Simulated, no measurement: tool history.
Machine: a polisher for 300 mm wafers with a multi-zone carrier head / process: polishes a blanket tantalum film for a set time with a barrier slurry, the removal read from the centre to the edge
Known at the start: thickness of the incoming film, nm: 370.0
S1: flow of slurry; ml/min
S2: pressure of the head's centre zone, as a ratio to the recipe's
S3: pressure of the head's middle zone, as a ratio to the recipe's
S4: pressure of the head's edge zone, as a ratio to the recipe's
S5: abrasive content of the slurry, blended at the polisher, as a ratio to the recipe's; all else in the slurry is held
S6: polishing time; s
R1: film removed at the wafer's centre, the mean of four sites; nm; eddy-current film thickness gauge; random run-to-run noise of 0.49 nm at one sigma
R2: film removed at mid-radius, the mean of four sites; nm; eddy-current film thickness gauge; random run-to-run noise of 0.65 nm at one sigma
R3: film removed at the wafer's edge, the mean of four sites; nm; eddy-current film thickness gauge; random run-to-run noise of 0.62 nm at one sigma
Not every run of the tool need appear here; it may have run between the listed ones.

| run | day | S1 | S2 | S3 | S4 | S5 | S6 | R1 | R2 | R3 |
|---|---|---|---|---|---|---|---|---|---|---|
| 1 | 0 | 170 | 1 | 1 | 1 | 1 | 46 | 61.067 | 61.343 | 59.724 |
| 2 | 0.125 | 165 | 0.98 | 0.99 | 0.99 | 0.95 | 45 | 56.548 | 58.043 | 56.89 |
| 3 | 0.196 | 165 | 0.97 | 0.98 | 0.98 | 0.9 | 45 | 56.04 | 55.529 | 55.652 |
| 4 | 0.508 | 160 | 0.95 | 0.99 | 0.98 | 0.85 | 45 | 52.478 | 55.351 | 54.27 |
| 5 | 0.583 | 160 | 0.98 | 0.99 | 0.98 | 0.85 | 45 | 54.139 | 54.858 | 54.856 |
| 6 | 0.629 | 160 | 0.98 | 0.94 | 0.98 | 0.85 | 45 | 54.343 | 53.134 | 55.613 |
| 7 | 0.671 | 160 | 0.96 | 0.94 | 0.97 | 0.8 | 45 | 53.272 | 52.167 | 53.985 |
| 8 | 0.846 | 155 | 0.94 | 0.94 | 0.96 | 0.75 | 45 | 49.927 | 50.036 | 51.115 |
| 9 | 1.096 | 150 | 0.92 | 0.94 | 0.96 | 0.75 | 45 | 48.046 | 50.33 | 52.116 |
| 10 | 1.246 | 150 | 0.91 | 0.94 | 0.95 | 0.7 | 45 | 48.087 | 48.1 | 49.846 |
| 11 | 1.333 | 145 | 0.9 | 0.95 | 0.95 | 0.7 | 45 | 46.478 | 49.923 | 48.453 |
| 12 | 1.512 | 120 | 0.82 | 0.89 | 0.93 | 0.5 | 44 | 35.079 | 39.368 | 41.424 |
| 13 | 1.85 | 125 | 0.82 | 0.9 | 0.93 | 0.5 | 44 | 35.446 | 39.717 | 42.34 |
| 14 | 1.879 | 130 | 0.82 | 0.91 | 0.93 | 0.5 | 44 | 35.645 | 39.918 | 42.506 |

Estimate the outcome of run 15 from the log above:
| 15 | 1.954 | 130 | 0.82 | 0.92 | 0.93 | 0.5 | 44 | ? | ? | ? |

R1: 36.251 nm
R2: 40.616 nm
R3: 41.429 nm
